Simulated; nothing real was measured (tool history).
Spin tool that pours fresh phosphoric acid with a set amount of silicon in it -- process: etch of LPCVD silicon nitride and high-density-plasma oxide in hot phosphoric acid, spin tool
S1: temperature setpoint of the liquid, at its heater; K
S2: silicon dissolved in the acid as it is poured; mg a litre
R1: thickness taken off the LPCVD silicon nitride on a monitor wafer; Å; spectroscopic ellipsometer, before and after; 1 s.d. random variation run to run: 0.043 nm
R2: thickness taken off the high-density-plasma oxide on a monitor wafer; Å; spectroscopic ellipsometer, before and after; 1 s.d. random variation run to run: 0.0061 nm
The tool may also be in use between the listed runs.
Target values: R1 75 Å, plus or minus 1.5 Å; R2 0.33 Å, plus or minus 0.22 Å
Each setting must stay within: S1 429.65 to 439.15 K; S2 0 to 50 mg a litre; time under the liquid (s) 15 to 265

run 1 hour=0 | S1=434.15 S2=27 time_under_the_liquid_(s)=135 | R1=122.42 R2=1.244
run 2 hour=1.2 | S1=434.15 S2=11.5 time_under_the_liquid_(s)=135 | R1=123.33 R2=2.3582
run 3 hour=9.3 | S1=434.15 S2=11.5 time_under_the_liquid_(s)=110 | R1=100.54 R2=1.2619
run 4 hour=11.7 | S1=433.15 S2=17.5 time_under_the_liquid_(s)=105 | R1=93.625 R2=1.311
run 5 hour=18.3 | S1=433.15 S2=17.5 time_under_the_liquid_(s)=85 | R1=75.069 R2=1.2185
run 6 hour=23.5 | S1=431.15 S2=17.5 time_under_the_liquid_(s)=85 | R1=70.418 R2=0.58914
run 7 hour=29.4 | S1=431.15 S2=25.5 time_under_the_liquid_(s)=85 | R1=70.536 R2=0.57384
run 8 hour=32 | S1=431.15 S2=33.5 time_under_the_liquid_(s)=85 | R1=70.7 R2=0.48633
run 9 hour=33 | S1=431.15 S2=39 time_under_the_liquid_(s)=85 | R1=69.429 R2=0.4079
run 10 hour=35.1 | S1=431.65 S2=42.5 time_under_the_liquid_(s)=85 | R1=71.195 R2=0.40835
run 11 hour=39.3 | S1=431.65 S2=45 time_under_the_liquid_(s)=85 | R1=70.973 R2=0.23872
run 12 hour=43.9 | S1=432.15 S2=43.5 time_under_the_liquid_(s)=85 | R1=72.299 R2=0.41197
run 13 hour=51.5 | S1=432.65 S2=50 time_under_the_liquid_(s)=90 | R1=78.568 R2=0.37782
run 14 hour=53.5 | S1=432.15 S2=49.5 time_under_the_liquid_(s)=90 | R1=76.543 R2=0.34267
run 15 hour=58.1 | S1=432.15 S2=49 time_under_the_liquid_(s)=90 | R1=77.034 R2=0.29159

4 candidate next runs follow, results not yet known. Just one meets every target within its allowed miss. Identify it.
run A hour=62.7 | S1=433.15 S2=48 time_under_the_liquid_(s)=85 | R1=? R2=?
run B hour=62.7 | S1=431.15 S2=48.5 time_under_the_liquid_(s)=95 | R1=? R2=?
run C hour=62.7 | S1=431.15 S2=46 time_under_the_liquid_(s)=95 | R1=? R2=?
run D hour=62.7 | S1=433.65 S2=50 time_under_the_liquid_(s)=90 | R1=? R2=?

move=A R1=74.493 R2=0.2726
move=B R1=77.824 R2=0.26253
move=C R1=77.824 R2=0.26253
move=D R1=80.209 R2=0.29952
A: hits every target within its allowed miss
B: further off than the last run
C: further off than the last run
D: further off than the last run
Correct choice: A, which meets every target

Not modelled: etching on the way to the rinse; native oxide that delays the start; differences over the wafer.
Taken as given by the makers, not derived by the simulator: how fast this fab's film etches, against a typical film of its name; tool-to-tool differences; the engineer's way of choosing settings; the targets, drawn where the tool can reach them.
